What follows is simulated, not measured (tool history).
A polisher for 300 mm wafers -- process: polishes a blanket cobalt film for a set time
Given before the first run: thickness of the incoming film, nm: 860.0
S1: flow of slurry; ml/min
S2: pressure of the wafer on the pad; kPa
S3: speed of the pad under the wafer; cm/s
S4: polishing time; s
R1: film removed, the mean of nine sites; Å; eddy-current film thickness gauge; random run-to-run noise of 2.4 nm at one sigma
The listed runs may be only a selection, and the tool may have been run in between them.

{"run": 1, "hour": 0.0, "S1": 260, "S2": 14.5, "S3": 124, "S4": 31, "R1": 2521.5}
{"run": 2, "hour": 4.0, "S1": 260, "S2": 14.5, "S3": 108, "S4": 31, "R1": 2188.5}
{"run": 3, "hour": 5.9, "S1": 260, "S2": 13.8, "S3": 108, "S4": 31, "R1": 2087.4}
{"run": 4, "hour": 9.7, "S1": 260, "S2": 13.1, "S3": 108, "S4": 31, "R1": 2041.8}
{"run": 5, "hour": 15.2, "S1": 260, "S2": 15.9, "S3": 108, "S4": 31, "R1": 2321.5}
{"run": 6, "hour": 21.6, "S1": 260, "S2": 14.5, "S3": 108, "S4": 31, "R1": 2141.7}
{"run": 7, "hour": 29.9, "S1": 260, "S2": 13.8, "S3": 108, "S4": 31, "R1": 2053.8}

For run 8, what comes out?
{"run": 8, "hour": 32.7, "S1": 260, "S2": 13.1, "S3": 108, "S4": 31, "R1": "?"}

R1: 2019.3 Å
